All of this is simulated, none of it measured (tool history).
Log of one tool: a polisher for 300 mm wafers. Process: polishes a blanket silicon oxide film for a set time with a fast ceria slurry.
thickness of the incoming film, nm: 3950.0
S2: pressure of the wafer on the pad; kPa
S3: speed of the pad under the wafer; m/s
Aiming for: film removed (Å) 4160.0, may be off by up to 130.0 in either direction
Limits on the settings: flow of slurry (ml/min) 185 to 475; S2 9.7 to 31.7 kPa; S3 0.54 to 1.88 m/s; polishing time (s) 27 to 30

{"run": 1, "hour": 0.0, "flow of slurry (ml/min)": 305, "S2": 20.7, "S3": 1.2, "polishing time (s)": 30, "film removed (Å)": 6532.5}
{"run": 2, "hour": 4.3, "flow of slurry (ml/min)": 305, "S2": 23.4, "S3": 1.2, "polishing time (s)": 30, "film removed (Å)": 7445.2}
{"run": 3, "hour": 9.9, "flow of slurry (ml/min)": 305, "S2": 23.4, "S3": 1.4, "polishing time (s)": 30, "film removed (Å)": 8289.5}
{"run": 4, "hour": 14.8, "flow of slurry (ml/min)": 305, "S2": 20.7, "S3": 1.38, "polishing time (s)": 30, "film removed (Å)": 7406.6}
{"run": 5, "hour": 20.9, "flow of slurry (ml/min)": 305, "S2": 17.9, "S3": 1.38, "polishing time (s)": 30, "film removed (Å)": 6374.6}
{"hour": 28.4, "done": "slurry nozzle cleaned"}
{"run": 6, "hour": 28.4, "flow of slurry (ml/min)": 305, "S2": 17.9, "S3": 1.38, "polishing time (s)": 27, "film removed (Å)": 5823.5}
{"run": 7, "hour": 29.3, "flow of slurry (ml/min)": 305, "S2": 16.5, "S3": 1.38, "polishing time (s)": 27, "film removed (Å)": 5458.2}
{"run": 8, "hour": 37.6, "flow of slurry (ml/min)": 305, "S2": 15.9, "S3": 1.38, "polishing time (s)": 27, "film removed (Å)": 5211.9}
{"run": 9, "hour": 38.8, "flow of slurry (ml/min)": 305, "S2": 11.0, "S3": 1.36, "polishing time (s)": 27, "film removed (Å)": 3622.6}

Of the 5 settings listed for the next run, only one would bring every result within its allowed miss of target. Which one?
{"run": "A", "hour": 40.0, "flow of slurry (ml/min)": 320, "S2": 12.4, "S3": 1.32, "polishing time (s)": 28, "film removed (Å)": "?"}
{"run": "B", "hour": 40.0, "flow of slurry (ml/min)": 310, "S2": 11.7, "S3": 1.18, "polishing time (s)": 27, "film removed (Å)": "?"}
{"run": "C", "hour": 40.0, "flow of slurry (ml/min)": 275, "S2": 10.3, "S3": 1.26, "polishing time (s)": 27, "film removed (Å)": "?"}
{"run": "D", "hour": 40.0, "flow of slurry (ml/min)": 325, "S2": 11.0, "S3": 1.3, "polishing time (s)": 30, "film removed (Å)": "?"}
{"run": "E", "hour": 40.0, "flow of slurry (ml/min)": 385, "S2": 10.3, "S3": 1.2, "polishing time (s)": 27, "film removed (Å)": "?"}

move=A film_removed_(Å)=4096.1
move=B film_removed_(Å)=3359.5
move=C film_removed_(Å)=3134.4
move=D film_removed_(Å)=3874.7
move=E film_removed_(Å)=3087.5
A: in spec on every target
B: its largest miss is bigger than the last run's
C: its largest miss is bigger than the last run's
D: nearer than the last run, and not there yet
E: its largest miss is bigger than the last run's
Answer: A

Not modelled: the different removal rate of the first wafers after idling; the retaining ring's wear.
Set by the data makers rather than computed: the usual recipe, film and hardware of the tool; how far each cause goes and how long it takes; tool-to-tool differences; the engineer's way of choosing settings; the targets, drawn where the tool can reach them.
